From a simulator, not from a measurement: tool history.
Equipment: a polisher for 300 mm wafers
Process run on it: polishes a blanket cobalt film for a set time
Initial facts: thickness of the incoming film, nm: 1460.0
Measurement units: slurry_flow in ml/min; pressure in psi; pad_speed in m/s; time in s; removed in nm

run 1 hour=0.0 | slurry_flow=210 pressure=2.1 pad_speed=0.94 time=70 | removed=301.13
run 2 hour=3.5 | slurry_flow=205 pressure=1.8 pad_speed=0.88 time=70 | removed=246.99
run 3 hour=6.7 | slurry_flow=205 pressure=1.8 pad_speed=1.00 time=70 | removed=272.86
run 4 hour=9.0 | slurry_flow=205 pressure=1.8 pad_speed=0.86 time=70 | removed=240.79
run 5 hour=10.7 | slurry_flow=200 pressure=1.6 pad_speed=0.80 time=70 | removed=203.22
run 6 hour=18.3 | slurry_flow=195 pressure=1.4 pad_speed=0.78 time=70 | removed=174.36
run 7 hour=20.1 | slurry_flow=185 pressure=1.3 pad_speed=0.78 time=70 | removed=161.04
run 8 hour=21.9 | slurry_flow=170 pressure=1.2 pad_speed=0.78 time=70 | removed=146.46

Expected results for the next run?
run 9 hour=30.3 | slurry_flow=160 pressure=1.2 pad_speed=0.78 time=70 | removed=?

removed: 144.98 nm
